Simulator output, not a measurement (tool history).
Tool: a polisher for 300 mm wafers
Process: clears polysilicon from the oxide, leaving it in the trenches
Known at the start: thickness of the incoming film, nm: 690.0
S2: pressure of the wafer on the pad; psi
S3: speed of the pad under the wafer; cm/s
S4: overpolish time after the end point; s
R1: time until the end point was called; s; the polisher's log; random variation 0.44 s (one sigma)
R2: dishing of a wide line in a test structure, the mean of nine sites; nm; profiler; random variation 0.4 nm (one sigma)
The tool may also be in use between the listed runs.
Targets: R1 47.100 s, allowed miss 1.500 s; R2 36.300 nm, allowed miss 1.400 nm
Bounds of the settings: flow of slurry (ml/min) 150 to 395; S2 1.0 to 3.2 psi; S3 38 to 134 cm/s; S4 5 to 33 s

run 1 hour=0.0 | flow_of_slurry_(ml/min)=250 S2=2.1 S3=86 S4=17 | R1=58.675 R2=37.696
run 2 hour=2.7 | flow_of_slurry_(ml/min)=205 S2=2.1 S3=86 S4=17 | R1=60.043 R2=38.056
run 3 hour=5.1 | flow_of_slurry_(ml/min)=225 S2=2.2 S3=86 S4=14 | R1=56.814 R2=36.879
run 4 hour=13.7 | flow_of_slurry_(ml/min)=225 S2=2.2 S3=78 S4=14 | R1=62.197 R2=36.198
run 5 hour=21.7 | flow_of_slurry_(ml/min)=230 S2=2.3 S3=78 S4=14 | R1=59.428 R2=36.710
run 6 hour=29.9 | flow_of_slurry_(ml/min)=235 S2=2.4 S3=78 S4=13 | R1=56.252 R2=36.587
run 7 hour=36.4 | flow_of_slurry_(ml/min)=240 S2=2.5 S3=78 S4=12 | R1=55.559 R2=37.422
run 8 hour=42.8 | flow_of_slurry_(ml/min)=220 S2=2.6 S3=80 S4=10 | R1=51.958 R2=36.449
run 9 hour=50.2 | flow_of_slurry_(ml/min)=220 S2=2.7 S3=80 S4=9 | R1=50.204 R2=35.995

Which of these 4 next moves meets every target?
run A hour=57.6 | flow_of_slurry_(ml/min)=210 S2=3.0 S3=70 S4=8 | R1=? R2=?
run B hour=57.6 | flow_of_slurry_(ml/min)=200 S2=2.9 S3=74 S4=7 | R1=? R2=?
run C hour=57.6 | flow_of_slurry_(ml/min)=170 S2=3.0 S3=80 S4=9 | R1=? R2=?
run D hour=57.6 | flow_of_slurry_(ml/min)=360 S2=2.5 S3=78 S4=32 | R1=? R2=?

move=A R1=51.240 R2=35.324
move=B R1=50.568 R2=34.497
move=C R1=46.623 R2=36.387
move=D R1=52.065 R2=37.493
A: further off than the last run
B: further off than the last run
C: meets every target
D: further off than the last run
The right move is C.
